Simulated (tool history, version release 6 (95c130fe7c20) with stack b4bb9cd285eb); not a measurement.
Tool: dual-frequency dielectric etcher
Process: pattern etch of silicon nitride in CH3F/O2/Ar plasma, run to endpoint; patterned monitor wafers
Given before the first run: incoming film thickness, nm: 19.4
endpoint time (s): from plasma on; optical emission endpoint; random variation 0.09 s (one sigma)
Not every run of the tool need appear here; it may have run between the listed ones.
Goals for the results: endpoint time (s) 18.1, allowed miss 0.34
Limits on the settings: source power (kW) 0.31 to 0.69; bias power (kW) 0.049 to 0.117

run  hour  source power (kW)  bias power (kW)  endpoint time (s)
  1     0                0.5            0.083             21.829
  2   5.2               0.45            0.083             22.719
  3   6.4               0.48            0.085             22.154
  4  11.3               0.56            0.085             20.432
  5  13.4               0.58            0.085             20.484
  6  14.6                0.6            0.087             19.869
  7  18.1               0.61            0.088             19.631
  8  25.6               0.62            0.089             19.387
  9  27.6               0.63             0.09             19.042

Next run, 4 choices. One meets every target within its allowed miss, the rest don't. Which?
  A  29.6               0.69            0.109                  ?
  B  29.6               0.68            0.107                  ?
  C  29.6               0.69            0.095                  ?
  D  29.6               0.69            0.103                  ?

move  endpoint time (s)
   A              17.25
   B             17.473
   C             18.149
   D             17.618
A: pushes the last run's worst result past its target
B: pushes the last run's worst result past its target
C: hits every target within its allowed miss
D: pushes the last run's worst result past its target
The right move is C.
